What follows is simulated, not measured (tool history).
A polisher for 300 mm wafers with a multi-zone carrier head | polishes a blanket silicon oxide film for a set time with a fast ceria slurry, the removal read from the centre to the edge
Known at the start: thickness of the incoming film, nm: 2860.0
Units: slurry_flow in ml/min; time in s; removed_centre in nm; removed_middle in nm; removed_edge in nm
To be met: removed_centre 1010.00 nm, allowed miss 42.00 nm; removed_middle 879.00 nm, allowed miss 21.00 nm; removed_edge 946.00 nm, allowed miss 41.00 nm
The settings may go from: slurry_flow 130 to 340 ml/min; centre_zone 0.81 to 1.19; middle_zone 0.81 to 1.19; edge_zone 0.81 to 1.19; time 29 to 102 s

run,hour,slurry_flow,centre_zone,middle_zone,edge_zone,time,removed_centre,removed_middle,removed_edge
1,0.0,220,1.00,1.00,1.00,65,784.83,788.45,780.36
2,1.0,195,1.00,1.00,1.00,65,772.26,772.23,799.42
3,6.4,195,1.00,0.95,1.00,65,769.56,746.31,766.10
4,14.3,195,1.05,0.99,1.04,66,825.81,779.94,808.71
5,19.3,195,1.12,0.99,1.04,66,865.68,787.49,803.02
6,23.1,165,1.12,0.99,1.04,66,846.35,751.34,779.95
7,27.2,195,1.13,0.99,1.08,67,899.55,791.35,833.77
8,34.6,215,1.13,0.99,1.11,67,906.09,804.83,842.72
9,35.3,225,1.13,0.99,1.13,68,907.21,826.18,875.69
10,42.2,235,1.15,0.99,1.14,69,961.58,843.39,908.17
11,43.9,245,1.16,0.99,1.14,69,998.83,849.32,895.08

Which of these 5 next moves meets every target?
A,45.6,220,1.08,0.87,1.19,74,?,?,?
B,45.6,290,1.11,1.10,1.02,67,?,?,?
C,45.6,255,1.19,1.14,1.05,66,?,?,?
D,45.6,250,1.10,0.96,1.09,74,?,?,?
E,45.6,260,1.19,0.99,1.12,64,?,?,?

move,removed_centre,removed_middle,removed_edge
A,963.88,809.89,1000.40
B,933.46,924.39,857.13
C,970.67,924.92,846.51
D,1001.50,894.28,967.54
E,942.72,797.09,851.13
A: further off than the last run
B: takes the result that was furthest off past its target
C: takes the result that was furthest off past its target
D: meets every target
E: further off than the last run
Answer: D
